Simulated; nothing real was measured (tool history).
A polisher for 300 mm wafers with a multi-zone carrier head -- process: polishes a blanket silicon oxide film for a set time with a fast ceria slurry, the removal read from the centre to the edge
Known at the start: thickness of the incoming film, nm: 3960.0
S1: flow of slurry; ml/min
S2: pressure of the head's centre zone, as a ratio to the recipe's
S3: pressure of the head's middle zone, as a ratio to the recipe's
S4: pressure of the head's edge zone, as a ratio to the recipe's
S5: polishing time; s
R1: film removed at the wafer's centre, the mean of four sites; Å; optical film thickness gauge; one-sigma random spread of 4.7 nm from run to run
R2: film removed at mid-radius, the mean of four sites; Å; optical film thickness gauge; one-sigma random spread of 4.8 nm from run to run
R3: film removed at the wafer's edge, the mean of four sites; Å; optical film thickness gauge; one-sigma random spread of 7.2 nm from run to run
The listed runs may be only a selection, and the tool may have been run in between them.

run  hour   S1    S2    S3    S4  S5      R1      R2      R3
  1   0.0  305  1.00  1.00  1.00  71  8564.2  8520.8  8277.2
  2   0.8  305  1.04  1.00  1.00  71  8766.0  8592.5  8375.6
  3   7.3  295  0.99  1.00  0.98  64  7583.6  7806.8  7365.7
  4  12.2  295  0.99  1.08  0.98  64  7533.7  8226.5  7261.0
  5  20.1  355  0.99  1.08  0.98  64  7757.9  8227.7  7547.1
  6  26.4  355  0.99  1.08  0.98  55  6585.2  7138.0  6369.9
  7  27.8  345  0.96  1.05  0.96  53  6219.4  6771.7  6239.1
  8  30.4  330  0.95  1.04  0.94  51  5902.7  6339.1  5960.6
  9  32.1  320  0.94  1.05  0.91  50  5728.0  6413.5  5469.0
 10  38.9  315  0.92  1.03  0.90  50  5616.6  6194.3  5559.0

Expected results for the next run?
 11  45.5  310  0.90  1.02  0.88  50   ?   ?   ?

{"run 11": {"R1": 5429.5, "R2": 6170.5, "R3": 5465.2}}
